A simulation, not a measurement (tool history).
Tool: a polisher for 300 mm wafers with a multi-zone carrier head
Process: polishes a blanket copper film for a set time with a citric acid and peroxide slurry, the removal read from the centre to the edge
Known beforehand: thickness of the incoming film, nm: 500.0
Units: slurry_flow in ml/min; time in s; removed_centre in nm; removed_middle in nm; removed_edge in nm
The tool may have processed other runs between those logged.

run	hour	slurry_flow	centre_zone	middle_zone	edge_zone	slurry_solids	time	removed_centre	removed_middle	removed_edge
1	0	300	1	1	1	1	52	165.61	163.94	160.2
2	5.1	300	1	1	1	0.85	52	155.03	158.07	152.1
3	13	250	1	1	1	0.85	52	154.01	156.23	149.71
4	14.2	250	1	1	1.05	0.85	52	155.78	157.88	151.29
5	22.5	240	0.98	0.98	1.03	0.75	47	129.68	133.62	134.68
6	28.7	230	0.99	0.99	1	0.65	43	116.71	116.96	114.97

For run 7, what comes out?
7	29.9	225	0.97	0.99	0.97	0.6	42	?	?	?

removed_centre: 110.79 nm
removed_middle: 112.27 nm
removed_edge: 109.37 nm

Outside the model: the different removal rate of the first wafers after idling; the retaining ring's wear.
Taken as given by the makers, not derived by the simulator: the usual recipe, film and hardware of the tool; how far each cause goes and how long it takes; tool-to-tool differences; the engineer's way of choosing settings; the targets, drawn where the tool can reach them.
